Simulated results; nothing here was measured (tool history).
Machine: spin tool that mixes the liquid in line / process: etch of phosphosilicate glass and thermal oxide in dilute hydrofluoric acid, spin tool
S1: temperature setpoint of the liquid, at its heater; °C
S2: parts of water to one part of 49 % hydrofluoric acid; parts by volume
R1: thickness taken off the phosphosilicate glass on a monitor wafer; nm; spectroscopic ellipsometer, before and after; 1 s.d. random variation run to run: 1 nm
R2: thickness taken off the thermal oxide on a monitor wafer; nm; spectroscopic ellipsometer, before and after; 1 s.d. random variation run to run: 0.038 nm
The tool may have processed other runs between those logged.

Run 1, hour 0.0: S1 22.0 °C, S2 50 parts by volume, time under the liquid (s) 30. Result: R1 101.280 nm, R2 2.5521 nm.
Run 2, hour 9.0: S1 22.0 °C, S2 50 parts by volume, time under the liquid (s) 15. Result: R1 50.880 nm, R2 1.2607 nm.
Run 3, hour 11.7: S1 22.0 °C, S2 50 parts by volume, time under the liquid (s) 15. Result: R1 50.047 nm, R2 1.2769 nm.
Run 4, hour 20.6: S1 24.0 °C, S2 40 parts by volume, time under the liquid (s) 15. Result: R1 69.469 nm, R2 1.7364 nm.
Run 5, hour 26.1: S1 25.5 °C, S2 35 parts by volume, time under the liquid (s) 15. Result: R1 85.081 nm, R2 2.1018 nm.
Run 6, hour 31.4: S1 26.5 °C, S2 30 parts by volume, time under the liquid (s) 15. Result: R1 103.190 nm, R2 2.5733 nm.

What will run 7 give?
Run 7, hour 39.9: S1 27.5 °C, S2 30 parts by volume, time under the liquid (s) 15. Result: R1 ?, R2 ?.

{"run 7": {"R1": 107.57, "R2": 2.7258}}
